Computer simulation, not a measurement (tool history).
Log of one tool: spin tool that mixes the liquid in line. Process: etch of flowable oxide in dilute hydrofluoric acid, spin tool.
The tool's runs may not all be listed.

run  hour  temperature setpoint of the liquid (K)  parts of water to one part of 49 % hydrofluoric acid (parts by volume)  time under the liquid (s)  thickness taken off the flowable oxide on a monitor wafer (nm)
  1     0                                  294.15                                                                     250                         35                                                          3.2476
  2   5.6                                  295.15                                                                     240                         35                                                          3.5677
  3     7                                  295.15                                                                     240                         35                                                          3.5505
  4  13.2                                  296.15                                                                     235                         35                                                          3.8146
     15.6  -- hydrofluoric acid flow meter replaced
  5  15.6                                  296.15                                                                     235                         35                                                          3.3972
  6  20.6                                  296.15                                                                     200                         35                                                          4.1103
  7  26.1                                  296.65                                                                     190                         35                                                           4.471
  8  28.4                                  297.15                                                                     185                         35                                                          4.6986
  9  34.6                                  297.15                                                                     185                         35                                                          4.6893
 10  38.1                                  297.65                                                                     185                         35                                                          4.7654
 11  41.6                                  298.15                                                                     185                         35                                                           4.888
 12  44.7                                  298.65                                                                     185                         35                                                          4.9661
 13  47.9                                  299.15                                                                     185                         35                                                          5.0772

Run 14 comes next. What will it give?
 14  53.7                                  299.65                                                                     185                         35                                                               ?

Run 14 gave thickness taken off the flowable oxide on a monitor wafer (nm) 5.161.
